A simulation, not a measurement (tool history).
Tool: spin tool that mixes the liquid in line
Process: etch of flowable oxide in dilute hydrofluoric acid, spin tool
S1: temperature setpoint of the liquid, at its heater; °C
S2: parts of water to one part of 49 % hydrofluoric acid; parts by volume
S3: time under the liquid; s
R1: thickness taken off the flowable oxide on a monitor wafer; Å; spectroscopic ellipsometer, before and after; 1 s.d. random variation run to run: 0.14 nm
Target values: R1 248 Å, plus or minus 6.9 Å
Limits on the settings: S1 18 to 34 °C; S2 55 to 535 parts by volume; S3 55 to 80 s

run  hour    S1   S2  S3      R1
  1     0    26  295  80  100.73
  2   3.3    26  385  80   69.86
  3   5.8    26  385  80  69.719
  4   9.6    28  310  80  100.06
  5  15.6    28  365  80   80.64
  6  17.2    28  365  55  55.912
  7    22    28  270  55   82.48
  8    28    30  205  65  149.03
  9  34.3    31  180  65   180.3
 10  42.8    32  170  65  199.58
 11  44.4  32.5  165  65  211.76
 12  47.4    33  160  65  220.76
 13  50.8  33.5  155  65  235.74

Consider the 4 candidate settings below. Which is the only one whose results all fall within their allowed miss of target?
  A  54.2  31  135  55   ?
  B  54.2  29  155  80   ?
  C  54.2  33  145  55   ?
  D  54.2  34  195  80   ?

move      R1
   A  215.52
   B   247.4
   C  212.45
   D  221.94
A: its largest miss is bigger than the last run's
B: meets every target
C: its largest miss is bigger than the last run's
D: its largest miss is bigger than the last run's
The right move is B.

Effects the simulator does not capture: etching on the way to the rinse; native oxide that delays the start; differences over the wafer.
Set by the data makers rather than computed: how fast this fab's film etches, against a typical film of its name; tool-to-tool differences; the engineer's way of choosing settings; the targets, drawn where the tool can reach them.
